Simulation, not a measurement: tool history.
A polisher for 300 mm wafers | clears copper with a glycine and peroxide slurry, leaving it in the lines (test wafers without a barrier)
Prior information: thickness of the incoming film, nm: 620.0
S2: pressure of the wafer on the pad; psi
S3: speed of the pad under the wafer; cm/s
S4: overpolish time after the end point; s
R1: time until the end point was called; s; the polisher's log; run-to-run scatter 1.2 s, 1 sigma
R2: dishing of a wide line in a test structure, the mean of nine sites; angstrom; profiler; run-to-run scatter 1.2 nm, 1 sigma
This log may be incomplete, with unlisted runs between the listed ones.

{"run": 1, "hour": 0.0, "flow of slurry (ml/min)": 260, "S2": 2.4, "S3": 100, "S4": 15, "R1": 163.29, "R2": 392.82}
{"run": 2, "hour": 5.6, "flow of slurry (ml/min)": 260, "S2": 2.5, "S3": 100, "S4": 16, "R1": 156.48, "R2": 429.73}
{"run": 3, "hour": 6.7, "flow of slurry (ml/min)": 260, "S2": 2.6, "S3": 100, "S4": 17, "R1": 151.6, "R2": 478.19}
{"run": 4, "hour": 14.3, "flow of slurry (ml/min)": 265, "S2": 2.6, "S3": 100, "S4": 18, "R1": 151.32, "R2": 459.89}
{"run": 5, "hour": 16.3, "flow of slurry (ml/min)": 255, "S2": 2.6, "S3": 100, "S4": 20, "R1": 152.36, "R2": 538.76}
{"run": 6, "hour": 25.0, "flow of slurry (ml/min)": 255, "S2": 3.1, "S3": 100, "S4": 20, "R1": 130.67, "R2": 577.77}
{"run": 7, "hour": 29.7, "flow of slurry (ml/min)": 250, "S2": 3.0, "S3": 100, "S4": 20, "R1": 136.8, "R2": 573.42}

Run 8, settings as shown, results not yet in. Your forecast:
{"run": 8, "hour": 37.6, "flow of slurry (ml/min)": 240, "S2": 3.0, "S3": 100, "S4": 20, "R1": "?", "R2": "?"}

Run 8 came out at R1 138.98 s, R2 596.10 angstrom.
